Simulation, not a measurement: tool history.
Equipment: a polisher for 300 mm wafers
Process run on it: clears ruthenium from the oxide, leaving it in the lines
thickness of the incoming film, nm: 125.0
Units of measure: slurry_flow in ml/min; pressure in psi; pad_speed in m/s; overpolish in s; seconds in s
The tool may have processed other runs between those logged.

{"run": 1, "hour": 0.0, "slurry_flow": 230, "pressure": 1.9, "pad_speed": 1.0, "overpolish": 38, "seconds": 115.72}
{"run": 2, "hour": 7.6, "slurry_flow": 230, "pressure": 1.6, "pad_speed": 1.0, "overpolish": 38, "seconds": 128.36}
{"run": 3, "hour": 16.5, "slurry_flow": 230, "pressure": 1.8, "pad_speed": 1.0, "overpolish": 38, "seconds": 121.08}
{"run": 4, "hour": 17.1, "slurry_flow": 230, "pressure": 2.0, "pad_speed": 1.0, "overpolish": 38, "seconds": 112.09}
{"run": 5, "hour": 23.6, "slurry_flow": 230, "pressure": 2.0, "pad_speed": 1.0, "overpolish": 41, "seconds": 114.21}
{"hour": 29.8, "done": "slurry nozzle cleaned"}
{"run": 6, "hour": 29.8, "slurry_flow": 230, "pressure": 2.5, "pad_speed": 1.0, "overpolish": 41, "seconds": 95.18}

Run 7, settings as shown, results not yet in. Your forecast:
{"run": 7, "hour": 35.2, "slurry_flow": 230, "pressure": 2.6, "pad_speed": 1.0, "overpolish": 41, "seconds": "?"}

seconds: 88.515 s
